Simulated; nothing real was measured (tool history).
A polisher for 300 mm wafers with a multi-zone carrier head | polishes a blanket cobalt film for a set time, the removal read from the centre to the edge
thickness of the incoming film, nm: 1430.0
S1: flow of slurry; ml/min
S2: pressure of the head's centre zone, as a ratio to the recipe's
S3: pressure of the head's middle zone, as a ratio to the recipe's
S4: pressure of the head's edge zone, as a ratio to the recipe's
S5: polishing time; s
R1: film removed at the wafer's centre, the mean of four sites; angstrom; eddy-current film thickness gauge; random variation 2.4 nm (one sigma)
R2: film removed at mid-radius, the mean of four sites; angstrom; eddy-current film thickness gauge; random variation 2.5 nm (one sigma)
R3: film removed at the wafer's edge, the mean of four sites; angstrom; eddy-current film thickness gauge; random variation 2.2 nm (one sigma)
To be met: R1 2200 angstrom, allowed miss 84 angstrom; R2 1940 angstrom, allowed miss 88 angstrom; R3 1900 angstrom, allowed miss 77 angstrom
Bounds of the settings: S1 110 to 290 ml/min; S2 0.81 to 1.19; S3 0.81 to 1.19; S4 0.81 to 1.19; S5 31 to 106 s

| run | hour | S1 | S2 | S3 | S4 | S5 | R1 | R2 | R3 |
|---|---|---|---|---|---|---|---|---|---|
| 1 | 0 | 185 | 1 | 1 | 1 | 68 | 2700.4 | 2781.6 | 2688.6 |
| 2 | 4.7 | 185 | 0.94 | 1 | 1 | 68 | 2584.9 | 2780.5 | 2682.5 |
| 3 | 12.6 | 185 | 0.94 | 1 | 1 | 75 | 2891.7 | 3039.3 | 3021 |
| 4 | 21.2 | 185 | 0.94 | 1 | 1 | 64 | 2430.6 | 2603.5 | 2556.1 |
| 5 | 28.5 | 185 | 0.99 | 1 | 1 | 64 | 2476.3 | 2578.3 | 2583.5 |
| 6 | 33 | 185 | 0.99 | 1 | 1 | 48 | 1931.5 | 1974.4 | 1922.5 |
| 7 | 41.2 | 190 | 1.02 | 0.99 | 0.99 | 48 | 1947.2 | 1925.9 | 1910.6 |
| 8 | 43.3 | 195 | 1.05 | 0.99 | 0.98 | 48 | 2009.4 | 1921.3 | 1923.4 |
| 9 | 46.2 | 195 | 1.05 | 0.99 | 0.98 | 48 | 1976.8 | 1908.6 | 1949.1 |

Which of these 4 next moves meets every target?
| A | 49.1 | 170 | 1.19 | 0.94 | 0.83 | 52 | ? | ? | ? |
| B | 49.1 | 180 | 1.16 | 0.98 | 0.93 | 49 | ? | ? | ? |
| C | 49.1 | 220 | 1.19 | 0.84 | 0.88 | 51 | ? | ? | ? |
| D | 49.1 | 140 | 1.14 | 1.09 | 0.85 | 53 | ? | ? | ? |

| move | R1 | R2 | R3 |
|---|---|---|---|
| A | 2308.8 | 1970.4 | 1913.3 |
| B | 2155.5 | 1943 | 1896.1 |
| C | 2371.7 | 1836.2 | 1981.2 |
| D | 2169.8 | 2184.6 | 1906.1 |
A: takes the result that was furthest off past its target
B: meets every target
C: takes the result that was furthest off past its target
D: brings the result that was furthest off to its target, and leaves another outside
Move B is the one to make.

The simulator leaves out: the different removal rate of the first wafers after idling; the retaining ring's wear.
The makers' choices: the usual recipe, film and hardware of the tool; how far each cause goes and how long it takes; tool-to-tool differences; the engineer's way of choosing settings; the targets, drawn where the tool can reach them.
